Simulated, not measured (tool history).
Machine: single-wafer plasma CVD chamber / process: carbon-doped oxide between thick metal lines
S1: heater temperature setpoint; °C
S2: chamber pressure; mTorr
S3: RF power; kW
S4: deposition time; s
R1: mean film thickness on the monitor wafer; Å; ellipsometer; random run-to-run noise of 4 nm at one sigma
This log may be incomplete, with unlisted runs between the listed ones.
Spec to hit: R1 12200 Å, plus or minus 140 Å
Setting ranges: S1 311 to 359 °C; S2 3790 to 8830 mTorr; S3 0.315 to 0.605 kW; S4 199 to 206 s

{"run": 1, "hour": 0.0, "S1": 335, "S2": 6310, "S3": 0.46, "S4": 199, "R1": 10959}
{"run": 2, "hour": 0.5, "S1": 333, "S2": 6500, "S3": 0.46, "S4": 199, "R1": 10990}
{"run": 3, "hour": 8.7, "S1": 326, "S2": 6500, "S3": 0.46, "S4": 199, "R1": 11226}
{"run": 4, "hour": 16.9, "S1": 336, "S2": 6500, "S3": 0.46, "S4": 199, "R1": 10933}
{"run": 5, "hour": 23.4, "S1": 336, "S2": 6940, "S3": 0.46, "S4": 199, "R1": 11052}
{"run": 6, "hour": 24.7, "S1": 336, "S2": 6940, "S3": 0.46, "S4": 206, "R1": 11381}
{"run": 7, "hour": 29.0, "S1": 334, "S2": 7040, "S3": 0.46, "S4": 206, "R1": 11397}
{"run": 8, "hour": 33.5, "S1": 332, "S2": 7080, "S3": 0.465, "S4": 206, "R1": 11599}
{"run": 9, "hour": 36.2, "S1": 330, "S2": 7150, "S3": 0.465, "S4": 206, "R1": 11598}
{"run": 10, "hour": 45.2, "S1": 329, "S2": 7180, "S3": 0.47, "S4": 206, "R1": 11769}

4 next moves are on the table. One of them brings every result within its allowed miss. Which?
{"run": "A", "hour": 54.2, "S1": 314, "S2": 7710, "S3": 0.435, "S4": 200, "R1": "?"}
{"run": "B", "hour": 54.2, "S1": 318, "S2": 8280, "S3": 0.47, "S4": 205, "R1": "?"}
{"run": "C", "hour": 54.2, "S1": 321, "S2": 6300, "S3": 0.45, "S4": 199, "R1": "?"}
{"run": "D", "hour": 54.2, "S1": 327, "S2": 7190, "S3": 0.47, "S4": 199, "R1": "?"}

move=A R1=11295
move=B R1=12226
move=C R1=11182
move=D R1=11466
A: its largest miss is bigger than the last run's
B: hits every target within its allowed miss
C: its largest miss is bigger than the last run's
D: its largest miss is bigger than the last run's
Correct choice: B, which meets every target
